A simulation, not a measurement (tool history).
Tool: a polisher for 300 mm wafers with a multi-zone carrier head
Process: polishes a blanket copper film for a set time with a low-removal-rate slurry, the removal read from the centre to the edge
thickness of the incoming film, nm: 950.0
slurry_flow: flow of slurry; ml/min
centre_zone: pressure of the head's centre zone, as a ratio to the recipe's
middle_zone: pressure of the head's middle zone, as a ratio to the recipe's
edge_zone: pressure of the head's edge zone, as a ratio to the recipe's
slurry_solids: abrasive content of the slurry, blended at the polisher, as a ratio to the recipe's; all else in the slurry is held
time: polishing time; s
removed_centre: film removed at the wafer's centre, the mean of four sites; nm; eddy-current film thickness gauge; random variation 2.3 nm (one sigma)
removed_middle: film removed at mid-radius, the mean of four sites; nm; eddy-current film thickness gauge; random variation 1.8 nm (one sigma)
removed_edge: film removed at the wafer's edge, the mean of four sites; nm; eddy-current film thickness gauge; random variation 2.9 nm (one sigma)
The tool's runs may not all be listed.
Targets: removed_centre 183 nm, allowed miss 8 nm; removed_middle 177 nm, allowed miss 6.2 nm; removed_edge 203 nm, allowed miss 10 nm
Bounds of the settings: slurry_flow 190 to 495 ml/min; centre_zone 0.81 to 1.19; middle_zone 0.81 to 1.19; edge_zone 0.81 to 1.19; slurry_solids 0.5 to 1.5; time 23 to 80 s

run,day,slurry_flow,centre_zone,middle_zone,edge_zone,slurry_solids,time,removed_centre,removed_middle,removed_edge
1,0,320,1,1,1,1,51,138.49,152.8,152.39
2,0.142,320,1.01,0.99,1.01,1.05,52,145.04,156.59,157.11
3,0.35,320,1.01,0.98,1.02,1.1,53,153.3,161.48,164.63
4,0.633,320,1.01,0.98,1.02,1.1,66,185.21,200.02,197.84
# day 0.717: centre zone pressure recalibrated
5,0.717,320,1.01,0.98,1.07,1.1,66,200.47,199.04,208.1
6,0.833,250,1.01,0.98,1.07,1.1,66,191.98,197.14,201.23
7,0.983,250,1,0.97,1.07,1.1,66,190.62,189.45,211.41
8,1.338,250,1.01,0.95,1.05,1.05,66,190.92,190.57,201.57
9,1.708,250,1.01,0.94,1.05,1.05,66,190.4,187.48,204.11

5 next moves are on the table. One of them brings every result within its allowed miss. Which?
A,2.079,200,0.81,0.86,1.09,1.1,74,?,?,?
B,2.079,305,1.14,0.92,1.07,1.15,61,?,?,?
C,2.079,210,1.04,0.98,1.1,1.1,67,?,?,?
D,2.079,295,0.97,0.91,1.1,1,64,?,?,?
E,2.079,260,1.16,1.01,1.07,1,68,?,?,?

move,removed_centre,removed_middle,removed_edge
A,189.04,194.62,228.8
B,204.4,180.59,196.42
C,199.56,197.75,208.91
D,186.88,180.75,201.25
E,218.35,206.61,208.39
A: further off than the last run
B: brings the result that was furthest off to its target, and leaves another outside
C: further off than the last run
D: meets every target
E: further off than the last run
The right move is D.
